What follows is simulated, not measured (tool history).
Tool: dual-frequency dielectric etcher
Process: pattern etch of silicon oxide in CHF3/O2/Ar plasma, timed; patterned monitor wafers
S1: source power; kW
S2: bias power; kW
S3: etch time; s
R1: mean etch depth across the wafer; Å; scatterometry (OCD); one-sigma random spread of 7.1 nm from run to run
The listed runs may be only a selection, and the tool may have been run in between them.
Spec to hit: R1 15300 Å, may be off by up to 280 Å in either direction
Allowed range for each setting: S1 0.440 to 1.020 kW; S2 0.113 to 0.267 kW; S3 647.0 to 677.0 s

run 1 hour=0.0 | S1=0.730 S2=0.190 S3=647.0 | R1=13762
run 2 hour=8.0 | S1=0.780 S2=0.192 S3=647.5 | R1=14063
run 3 hour=15.1 | S1=0.820 S2=0.195 S3=648.0 | R1=14468
run 4 hour=22.6 | S1=0.820 S2=0.195 S3=647.0 | R1=14520
run 5 hour=24.6 | S1=0.820 S2=0.195 S3=647.0 | R1=14516
run 6 hour=30.7 | S1=0.740 S2=0.195 S3=647.0 | R1=13869
run 7 hour=34.4 | S1=0.780 S2=0.197 S3=647.5 | R1=14328
run 8 hour=41.4 | S1=0.810 S2=0.198 S3=647.5 | R1=14453
run 9 hour=45.6 | S1=0.840 S2=0.200 S3=647.5 | R1=14711
run 10 hour=53.1 | S1=0.860 S2=0.201 S3=647.5 | R1=15000
run 11 hour=55.9 | S1=0.870 S2=0.201 S3=647.5 | R1=14924

Which one of the following 5 next-run settings gets every result inside its allowed miss? There is exactly one.
run A hour=58.7 | S1=0.990 S2=0.189 S3=665.5 | R1=?
run B hour=58.7 | S1=0.960 S2=0.206 S3=656.0 | R1=?
run C hour=58.7 | S1=0.840 S2=0.174 S3=658.5 | R1=?
run D hour=58.7 | S1=1.010 S2=0.184 S3=665.0 | R1=?
run E hour=58.7 | S1=0.950 S2=0.194 S3=647.0 | R1=?

move=A R1=16024
move=B R1=15917
move=C R1=14582
move=D R1=16042
move=E R1=15417
A: pushes the last run's worst result past its target
B: pushes the last run's worst result past its target
C: misses by more than the last run did
D: pushes the last run's worst result past its target
E: in spec on every target
Go with E: it meets all targets.
